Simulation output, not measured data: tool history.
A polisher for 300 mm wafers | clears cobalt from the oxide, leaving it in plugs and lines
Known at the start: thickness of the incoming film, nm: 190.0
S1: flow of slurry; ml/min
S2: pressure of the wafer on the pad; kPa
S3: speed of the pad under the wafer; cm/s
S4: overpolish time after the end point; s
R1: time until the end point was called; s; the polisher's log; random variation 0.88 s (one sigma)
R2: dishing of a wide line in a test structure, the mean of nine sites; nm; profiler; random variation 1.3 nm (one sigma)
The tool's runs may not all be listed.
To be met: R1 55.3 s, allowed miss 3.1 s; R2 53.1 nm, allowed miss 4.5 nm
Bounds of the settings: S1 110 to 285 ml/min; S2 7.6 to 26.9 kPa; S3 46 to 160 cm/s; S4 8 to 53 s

| run | hour | S1 | S2 | S3 | S4 | R1 | R2 |
|---|---|---|---|---|---|---|---|
| 1 | 0 | 180 | 17.2 | 102 | 27 | 31.891 | 59.182 |
| 2 | 4.6 | 180 | 17.2 | 112 | 27 | 29.029 | 59.36 |
| 3 | 12.3 | 180 | 13.8 | 108 | 28 | 33.704 | 58.734 |
| 4 | 16.5 | 175 | 11.7 | 98 | 28 | 42.167 | 56.562 |
| 5 | 18.8 | 215 | 11.7 | 98 | 28 | 40.142 | 53.13 |
|  | 22.6 | head pressure recalibrated |
| 6 | 22.6 | 205 | 10.3 | 94 | 29 | 46.715 | 55.705 |
| 7 | 24.8 | 205 | 9.7 | 92 | 28 | 48.559 | 52.185 |
| 8 | 30.6 | 200 | 9 | 92 | 29 | 50.805 | 51.605 |
| 9 | 38.8 | 200 | 9 | 92 | 29 | 51.884 | 53.368 |

4 next moves are on the table. One of them brings every result within its allowed miss. Which?
| A | 47 | 235 | 7.6 | 92 | 32 | ? | ? |
| B | 47 | 190 | 11 | 88 | 34 | ? | ? |
| C | 47 | 230 | 8.3 | 106 | 25 | ? | ? |
| D | 47 | 205 | 11.7 | 90 | 46 | ? | ? |

| move | R1 | R2 |
|---|---|---|
| A | 55.431 | 53.187 |
| B | 49.781 | 56.607 |
| C | 46.633 | 51.424 |
| D | 46.701 | 62.462 |
A: meets every target
B: further off than the last run
C: further off than the last run
D: further off than the last run
The right move is A.
